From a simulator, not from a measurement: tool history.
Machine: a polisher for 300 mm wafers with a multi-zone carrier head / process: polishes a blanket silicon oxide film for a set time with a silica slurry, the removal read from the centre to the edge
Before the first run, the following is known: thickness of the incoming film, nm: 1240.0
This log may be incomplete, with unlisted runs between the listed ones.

run  hour  flow of slurry (ml/min)  pressure of the head's centre zone  pressure of the head's middle zone  pressure of the head's edge zone  abrasive content of the slurry  polishing time (s)  film removed at the wafer's centre (nm)  film removed at mid-radius (nm)  film removed at the wafer's edge (nm)
  1   0.0                      200                                1.00                                1.00                              1.00                            1.00                  40                                   207.93                           190.98                                 192.57
  2   2.6                      200                                0.93                                1.00                              1.00                            1.00                  40                                   190.71                           188.26                                 196.99
  3   5.5                      200                                1.02                                1.00                              1.00                            1.00                  40                                   206.43                           187.01                                 194.76
  4  13.3                      200                                0.99                                1.00                              1.00                            1.00                  40                                   204.02                           187.34                                 197.73
  5  18.2                      200                                0.99                                1.00                              1.00                            1.15                  40                                   215.52                           194.82                                 208.13
  6  18.9                      200                                0.99                                1.00                              1.06                            1.15                  40                                   216.99                           203.68                                 214.47
  7  26.6                      195                                0.96                                1.03                              1.02                            0.95                  38                                   186.42                           176.77                                 179.53

Forecast run 8:
  8  29.3                      195                                0.92                                1.05                              1.04                            0.80                  36                                        ?                                ?                                      ?

film removed at the wafer's centre (nm): 153.21
film removed at mid-radius (nm): 161.00
film removed at the wafer's edge (nm): 160.73
